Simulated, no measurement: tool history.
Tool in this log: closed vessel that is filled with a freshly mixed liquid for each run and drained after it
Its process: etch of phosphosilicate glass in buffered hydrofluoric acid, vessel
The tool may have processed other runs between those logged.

| run | day | temperature setpoint of the liquid (K) | parts of 40 % ammonium fluoride to one part of 49 % hydrofluoric acid (parts by volume) | time in the liquid (s) | thickness taken off the phosphosilicate glass on a monitor wafer (nm) |
|---|---|---|---|---|---|
| 1 | 0.000 | 296.15 | 22.0 | 95 | 282.45 |
| 2 | 0.175 | 294.65 | 22.0 | 95 | 261.78 |
| 3 | 0.408 | 294.65 | 22.0 | 95 | 263.03 |
| 4 | 0.538 | 296.15 | 22.0 | 95 | 282.77 |
| 5 | 0.867 | 293.65 | 22.0 | 95 | 243.70 |
| 6 | 1.033 | 295.65 | 22.0 | 95 | 277.39 |
| 7 | 1.233 | 296.65 | 22.0 | 95 | 290.08 |

Estimate the outcome of run 8 from the log above:
| 8 | 1.550 | 297.15 | 22.0 | 95 | ? |

Run 8 produced thickness taken off the phosphosilicate glass on a monitor wafer (nm) 300.14.
